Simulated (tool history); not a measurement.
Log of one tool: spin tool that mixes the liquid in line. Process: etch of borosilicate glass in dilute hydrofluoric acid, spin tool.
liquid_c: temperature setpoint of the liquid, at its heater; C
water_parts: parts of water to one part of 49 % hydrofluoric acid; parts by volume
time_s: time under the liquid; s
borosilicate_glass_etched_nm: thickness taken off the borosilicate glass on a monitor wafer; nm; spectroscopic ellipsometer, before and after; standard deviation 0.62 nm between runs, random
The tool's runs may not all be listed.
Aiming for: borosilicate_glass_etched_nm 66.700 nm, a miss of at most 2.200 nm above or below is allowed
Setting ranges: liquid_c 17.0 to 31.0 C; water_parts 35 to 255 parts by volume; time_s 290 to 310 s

Run 1, day 0.000: liquid_c 23.0 C, water_parts 145 parts by volume, time_s 290 s. Result: borosilicate_glass_etched_nm 37.377 nm.
Run 2, day 0.321: liquid_c 23.0 C, water_parts 145 parts by volume, time_s 290 s. Result: borosilicate_glass_etched_nm 37.190 nm.
Run 3, day 0.383: liquid_c 23.0 C, water_parts 165 parts by volume, time_s 290 s. Result: borosilicate_glass_etched_nm 32.005 nm.
Run 4, day 0.508: liquid_c 23.0 C, water_parts 165 parts by volume, time_s 310 s. Result: borosilicate_glass_etched_nm 34.614 nm.
Run 5, day 0.642: liquid_c 24.5 C, water_parts 155 parts by volume, time_s 310 s. Result: borosilicate_glass_etched_nm 39.268 nm.
Run 6, day 0.821: liquid_c 24.5 C, water_parts 195 parts by volume, time_s 310 s. Result: borosilicate_glass_etched_nm 29.753 nm.
Run 7, day 1.179: liquid_c 25.5 C, water_parts 180 parts by volume, time_s 310 s. Result: borosilicate_glass_etched_nm 33.960 nm.
Run 8, day 1.538: liquid_c 25.5 C, water_parts 180 parts by volume, time_s 310 s. Result: borosilicate_glass_etched_nm 33.475 nm.
Run 9, day 1.829: liquid_c 26.5 C, water_parts 165 parts by volume, time_s 310 s. Result: borosilicate_glass_etched_nm 39.362 nm.
Run 10, day 2.158: liquid_c 27.5 C, water_parts 155 parts by volume, time_s 310 s. Result: borosilicate_glass_etched_nm 43.287 nm.
Run 11, day 2.467: liquid_c 28.0 C, water_parts 145 parts by volume, time_s 310 s. Result: borosilicate_glass_etched_nm 47.543 nm.
Run 12, day 2.625: liquid_c 31.0 C, water_parts 110 parts by volume, time_s 310 s. Result: borosilicate_glass_etched_nm 75.629 nm.
Run 13, day 2.921: liquid_c 30.5 C, water_parts 110 parts by volume, time_s 310 s. Result: borosilicate_glass_etched_nm 72.479 nm.
Run 14, day 3.138: liquid_c 30.0 C, water_parts 110 parts by volume, time_s 310 s. Result: borosilicate_glass_etched_nm 71.284 nm.
Run 15, day 3.321: liquid_c 29.5 C, water_parts 110 parts by volume, time_s 310 s. Result: borosilicate_glass_etched_nm 70.687 nm.
Run 16, day 3.362: liquid_c 29.0 C, water_parts 110 parts by volume, time_s 310 s. Result: borosilicate_glass_etched_nm 68.125 nm.

Exactly one of the 4 candidate moves below puts every result within its allowed miss. Which one?
Run A, day 3.404: liquid_c 25.5 C, water_parts 95 parts by volume, time_s 305 s. Result: borosilicate_glass_etched_nm ?.
Run B, day 3.404: liquid_c 25.5 C, water_parts 95 parts by volume, time_s 310 s. Result: borosilicate_glass_etched_nm ?.
Run C, day 3.404: liquid_c 31.0 C, water_parts 115 parts by volume, time_s 295 s. Result: borosilicate_glass_etched_nm ?.
Run D, day 3.404: liquid_c 30.5 C, water_parts 105 parts by volume, time_s 290 s. Result: borosilicate_glass_etched_nm ?.

move  borosilicate_glass_etched_nm
   A                        70.786
   B                        71.946
   C                        67.832
   D                        72.719
A: further off than the last run
B: further off than the last run
C: all results land within tolerance of their targets
D: further off than the last run
The move that meets every target is C.

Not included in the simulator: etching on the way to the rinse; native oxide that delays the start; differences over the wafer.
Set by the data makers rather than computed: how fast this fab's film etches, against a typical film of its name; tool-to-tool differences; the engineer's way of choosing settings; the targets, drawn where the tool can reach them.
